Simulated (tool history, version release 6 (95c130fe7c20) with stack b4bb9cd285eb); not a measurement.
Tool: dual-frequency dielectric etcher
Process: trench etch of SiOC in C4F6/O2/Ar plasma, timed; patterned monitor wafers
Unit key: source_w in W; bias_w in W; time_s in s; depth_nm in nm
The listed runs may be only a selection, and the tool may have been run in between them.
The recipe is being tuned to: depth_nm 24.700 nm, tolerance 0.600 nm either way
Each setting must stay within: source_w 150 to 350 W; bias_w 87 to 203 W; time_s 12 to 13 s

run  hour  source_w  bias_w  time_s  depth_nm
  1   0.0       250     145      13    21.661
  2   5.1       280     145      13    22.306
  3   8.4       320     145      13    23.153
  4  13.1       320     145      13    23.033
  5  17.2       320     145      12    21.370
  6  19.1       320     159      12    22.171
  7  23.9       320     169      12    22.773
  8  30.0       320     176      12    23.229
  9  36.7       320     181      12    23.516
 10  41.4       320     185      12    23.710
 11  49.3       320     188      12    23.897
     55.6  -- bias power generator calibrated
 12  55.6       320     190      12    23.685
 13  56.7       320     193      12    23.861
 14  60.8       320     195      12    23.827

5 candidate next runs follow, results not yet known. Just one meets every target within its allowed miss. Identify it.
  A  64.9       300     199      12         ?
  B  64.9       320     190      12         ?
  C  64.9       350     201      12         ?
  D  64.9       320     183      12         ?
  E  64.9       280     201      12         ?

move  depth_nm
   A    23.746
   B    23.695
   C    24.893
   D    23.315
   E    23.410
A: the biggest miss grows against the last run
B: the biggest miss grows against the last run
C: hits every target within its allowed miss
D: the biggest miss grows against the last run
E: the biggest miss grows against the last run
Answer: C

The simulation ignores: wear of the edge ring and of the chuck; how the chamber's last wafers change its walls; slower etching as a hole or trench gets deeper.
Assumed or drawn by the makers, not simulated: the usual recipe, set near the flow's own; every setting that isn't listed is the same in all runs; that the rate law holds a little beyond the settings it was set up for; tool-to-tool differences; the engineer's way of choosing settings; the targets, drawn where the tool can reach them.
